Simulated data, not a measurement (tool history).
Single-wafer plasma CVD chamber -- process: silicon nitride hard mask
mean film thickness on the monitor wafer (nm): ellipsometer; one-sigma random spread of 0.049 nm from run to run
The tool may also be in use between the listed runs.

| run | hour | heater temperature setpoint (deg C) | chamber pressure (mTorr) | RF power (kW) | deposition time (s) | mean film thickness on the monitor wafer (nm) |
|---|---|---|---|---|---|---|
| 1 | 0 | 420 | 1560 | 0.28 | 22.9 | 22.798 |
| 2 | 3.1 | 420 | 1490 | 0.275 | 22.9 | 22.217 |
| 3 | 5.9 | 420 | 1430 | 0.27 | 22.9 | 21.804 |
| 4 | 6.5 | 420 | 1710 | 0.27 | 22.9 | 22.954 |
| 5 | 14.8 | 427 | 1710 | 0.27 | 22.9 | 22.833 |
| 6 | 17 | 427 | 1710 | 0.27 | 21.8 | 21.648 |
| 7 | 20.5 | 427 | 1630 | 0.27 | 21.8 | 21.435 |
| 8 | 26.1 | 427 | 1560 | 0.27 | 21.8 | 21.136 |
| 9 | 29.8 | 427 | 1500 | 0.27 | 21.8 | 20.958 |
| 10 | 31.5 | 427 | 1440 | 0.27 | 21.8 | 20.668 |
| 11 | 40.1 | 427 | 1390 | 0.27 | 21.8 | 20.335 |
| 12 | 44.6 | 427 | 1080 | 0.265 | 21.8 | 18.545 |

What does the tool deliver on the next run?
| 13 | 48.1 | 427 | 1090 | 0.265 | 21.8 | ? |

{"run 13": {"mean film thickness on the monitor wafer (nm)": 18.604}}
